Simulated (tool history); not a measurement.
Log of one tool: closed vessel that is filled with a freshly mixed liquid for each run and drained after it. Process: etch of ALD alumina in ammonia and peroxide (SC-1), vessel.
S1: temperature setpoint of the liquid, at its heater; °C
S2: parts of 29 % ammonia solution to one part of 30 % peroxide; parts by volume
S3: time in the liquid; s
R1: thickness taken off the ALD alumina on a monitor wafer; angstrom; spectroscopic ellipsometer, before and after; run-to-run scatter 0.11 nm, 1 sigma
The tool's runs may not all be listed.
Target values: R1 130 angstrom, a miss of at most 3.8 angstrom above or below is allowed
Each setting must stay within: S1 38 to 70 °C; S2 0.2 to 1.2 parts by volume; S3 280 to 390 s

run 1 day=0 | S1=54 S2=0.8 S3=390 | R1=192.04
run 2 day=0.342 | S1=52 S2=0.8 S3=390 | R1=174.49
run 3 day=0.567 | S1=52 S2=0.8 S3=390 | R1=172.87
run 4 day=0.838 | S1=50.5 S2=0.8 S3=390 | R1=158.32
run 5 day=1.017 | S1=46 S2=0.8 S3=390 | R1=121.83
run 6 day=1.096 | S1=46 S2=0.8 S3=280 | R1=88.922
run 7 day=1.258 | S1=47.5 S2=0.8 S3=280 | R1=95.718
run 8 day=1.358 | S1=48.5 S2=0.8 S3=280 | R1=102.45
run 9 day=1.683 | S1=49.5 S2=0.8 S3=280 | R1=106.68
run 10 day=1.808 | S1=50.5 S2=0.8 S3=280 | R1=113.42
run 11 day=2.15 | S1=51 S2=0.8 S3=280 | R1=116.41
run 12 day=2.358 | S1=51.5 S2=0.8 S3=280 | R1=120.87
run 13 day=2.488 | S1=52 S2=0.8 S3=280 | R1=122.8

Which one of the following 4 next-run settings gets every result inside its allowed miss? There is exactly one.
run A day=2.617 | S1=50 S2=0.75 S3=310 | R1=?
run B day=2.617 | S1=49 S2=0.7 S3=355 | R1=?
run C day=2.617 | S1=47.5 S2=0.95 S3=345 | R1=?
run D day=2.617 | S1=46.5 S2=0.9 S3=370 | R1=?

move=A R1=121.12
move=B R1=130.4
move=C R1=120.02
move=D R1=121.06
A: the biggest miss grows against the last run
B: all results in spec
C: the biggest miss grows against the last run
D: the biggest miss grows against the last run
So the answer is move B, the one that meets all the targets.

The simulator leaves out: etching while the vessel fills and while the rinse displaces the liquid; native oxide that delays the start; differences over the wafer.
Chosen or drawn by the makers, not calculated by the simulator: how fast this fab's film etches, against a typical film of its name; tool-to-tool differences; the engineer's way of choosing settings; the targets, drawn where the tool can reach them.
